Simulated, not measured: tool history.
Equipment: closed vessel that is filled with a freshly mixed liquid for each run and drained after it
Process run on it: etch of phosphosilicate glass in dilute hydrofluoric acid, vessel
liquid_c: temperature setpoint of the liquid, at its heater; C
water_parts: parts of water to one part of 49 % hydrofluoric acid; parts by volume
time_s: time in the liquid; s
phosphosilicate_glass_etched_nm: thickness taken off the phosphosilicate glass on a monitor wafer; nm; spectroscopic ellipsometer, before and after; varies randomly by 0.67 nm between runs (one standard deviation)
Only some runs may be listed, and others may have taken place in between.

| run | hour | liquid_c | water_parts | time_s | phosphosilicate_glass_etched_nm |
|---|---|---|---|---|---|
| 1 | 0.0 | 24.0 | 95 | 35 | 74.330 |
| 2 | 7.9 | 24.0 | 110 | 35 | 63.459 |
| 3 | 16.7 | 26.5 | 95 | 35 | 81.919 |
| 4 | 24.2 | 26.5 | 95 | 35 | 82.207 |
| 5 | 27.7 | 28.5 | 85 | 35 | 100.720 |
| 6 | 32.0 | 28.5 | 50 | 35 | 180.320 |

Forecast run 7:
| 7 | 34.1 | 26.5 | 50 | 35 | ? |

Logged for run 7: phosphosilicate_glass_etched_nm 166.560 nm.
